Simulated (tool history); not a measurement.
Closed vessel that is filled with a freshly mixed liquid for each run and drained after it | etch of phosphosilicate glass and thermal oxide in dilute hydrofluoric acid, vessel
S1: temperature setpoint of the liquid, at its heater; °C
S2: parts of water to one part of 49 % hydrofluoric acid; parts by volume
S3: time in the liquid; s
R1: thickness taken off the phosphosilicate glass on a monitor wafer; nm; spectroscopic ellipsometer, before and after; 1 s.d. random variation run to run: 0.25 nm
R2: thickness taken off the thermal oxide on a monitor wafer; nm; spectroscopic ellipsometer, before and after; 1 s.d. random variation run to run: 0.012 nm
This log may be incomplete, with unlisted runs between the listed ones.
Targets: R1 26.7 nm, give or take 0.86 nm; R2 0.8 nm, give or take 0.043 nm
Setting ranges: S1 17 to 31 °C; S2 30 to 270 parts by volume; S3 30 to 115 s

Run 1, hour 0: S1 23 °C, S2 150 parts by volume, S3 60 s. Result: R1 57.367 nm, R2 1.7039 nm.
Run 2, hour 3.8: S1 25 °C, S2 150 parts by volume, S3 60 s. Result: R1 62.368 nm, R2 1.8756 nm.
Run 3, hour 8.9: S1 25 °C, S2 150 parts by volume, S3 35 s. Result: R1 36.682 nm, R2 1.091 nm.
Run 4, hour 18.1: S1 27.5 °C, S2 150 parts by volume, S3 35 s. Result: R1 40.574 nm, R2 1.1998 nm.
Run 5, hour 19.8: S1 25 °C, S2 155 parts by volume, S3 35 s. Result: R1 34.825 nm, R2 1.074 nm.
Run 6, hour 27.8: S1 23.5 °C, S2 155 parts by volume, S3 35 s. Result: R1 32.766 nm, R2 0.9868 nm.
Run 7, hour 29.7: S1 22.5 °C, S2 155 parts by volume, S3 35 s. Result: R1 31.588 nm, R2 0.95411 nm.
Run 8, hour 36.1: S1 21.5 °C, S2 155 parts by volume, S3 35 s. Result: R1 30.951 nm, R2 0.90552 nm.
Run 9, hour 41.3: S1 21 °C, S2 160 parts by volume, S3 35 s. Result: R1 28.941 nm, R2 0.85889 nm.

Pick the move, out of 5, that brings all results within their allowed miss; only one does.
Run A, hour 46.5: S1 22 °C, S2 215 parts by volume, S3 45 s. Result: R1 ?, R2 ?.
Run B, hour 46.5: S1 27 °C, S2 190 parts by volume, S3 35 s. Result: R1 ?, R2 ?.
Run C, hour 46.5: S1 25.5 °C, S2 180 parts by volume, S3 35 s. Result: R1 ?, R2 ?.
Run D, hour 46.5: S1 31 °C, S2 235 parts by volume, S3 40 s. Result: R1 ?, R2 ?.
Run E, hour 46.5: S1 26.5 °C, S2 155 parts by volume, S3 30 s. Result: R1 ?, R2 ?.

move      R1       R2
   A  26.737   0.7813
   B  29.003  0.84751
   C  29.351  0.85767
   D  29.095   0.8502
   E  31.226  0.91247
A: hits every target within its allowed miss
B: no nearer and no further than the last run
C: its largest miss is bigger than the last run's
D: its largest miss is bigger than the last run's
E: its largest miss is bigger than the last run's
A meets every target.
